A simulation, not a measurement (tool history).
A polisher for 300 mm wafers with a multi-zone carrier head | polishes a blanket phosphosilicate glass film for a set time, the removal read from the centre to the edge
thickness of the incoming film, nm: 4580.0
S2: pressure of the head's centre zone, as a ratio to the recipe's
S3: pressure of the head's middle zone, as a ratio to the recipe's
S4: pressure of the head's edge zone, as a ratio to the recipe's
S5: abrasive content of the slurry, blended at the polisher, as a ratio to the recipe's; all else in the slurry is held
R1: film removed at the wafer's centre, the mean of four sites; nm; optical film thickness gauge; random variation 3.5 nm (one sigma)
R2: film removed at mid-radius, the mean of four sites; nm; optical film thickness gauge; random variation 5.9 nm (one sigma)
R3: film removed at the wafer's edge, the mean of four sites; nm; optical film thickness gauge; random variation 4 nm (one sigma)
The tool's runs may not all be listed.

run 1 day=0 | flow_of_slurry_(ml/min)=200 S2=1 S3=1 S4=1 S5=1 polishing_time_(s)=35 | R1=351.19 R2=355.94 R3=349.69
run 2 day=0.071 | flow_of_slurry_(ml/min)=200 S2=1 S3=1 S4=1 S5=1.15 polishing_time_(s)=35 | R1=386.98 R2=387.2 R3=381.58
run 3 day=0.146 | flow_of_slurry_(ml/min)=200 S2=1 S3=1 S4=1 S5=0.95 polishing_time_(s)=35 | R1=341.01 R2=347.35 R3=339.16
run 4 day=0.225 | flow_of_slurry_(ml/min)=210 S2=1.02 S3=1.03 S4=1.05 S5=1.1 polishing_time_(s)=36 | R1=396.62 R2=400.7 R3=391.38
run 5 day=0.308 | flow_of_slurry_(ml/min)=210 S2=1.02 S3=1.03 S4=1.05 S5=1.3 polishing_time_(s)=36 | R1=430.8 R2=437.69 R3=437.19
run 6 day=0.371 | flow_of_slurry_(ml/min)=210 S2=1.02 S3=1.03 S4=1.12 S5=1.3 polishing_time_(s)=36 | R1=437.87 R2=437.87 R3=448.02
run 7 day=0.504 | flow_of_slurry_(ml/min)=225 S2=1.04 S3=1.05 S4=1.14 S5=1.35 polishing_time_(s)=37 | R1=471.15 R2=484.7 R3=472

Forecast run 8:
run 8 day=0.742 | flow_of_slurry_(ml/min)=220 S2=1.05 S3=1.05 S4=1.15 S5=1.4 polishing_time_(s)=38 | R1=? R2=? R3=?

Run 8 gave R1 493.6 nm, R2 493.44 nm, R3 495.47 nm.
